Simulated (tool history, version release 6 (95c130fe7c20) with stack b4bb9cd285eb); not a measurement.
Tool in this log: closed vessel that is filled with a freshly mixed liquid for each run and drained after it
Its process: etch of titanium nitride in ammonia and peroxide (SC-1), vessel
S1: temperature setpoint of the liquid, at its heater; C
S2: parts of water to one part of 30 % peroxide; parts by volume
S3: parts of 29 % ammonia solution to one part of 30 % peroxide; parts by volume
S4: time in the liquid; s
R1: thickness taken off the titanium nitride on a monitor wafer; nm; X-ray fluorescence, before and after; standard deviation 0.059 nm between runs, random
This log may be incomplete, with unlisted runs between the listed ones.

run	day	S1	S2	S3	S4	R1
1	0	61	6	0.6	30	7.9257
2	0.075	61	5	0.6	30	8.6748
3	0.412	61	7	0.6	30	7.5104
4	0.671	61	6	0.6	30	8.0742
5	0.75	61	6	0.6	30	8.1009
6	0.892	60	6	0.6	30	7.3515

Forecast run 7:
7	1.179	60	6	0.6	30	?

R1: 7.5283 nm
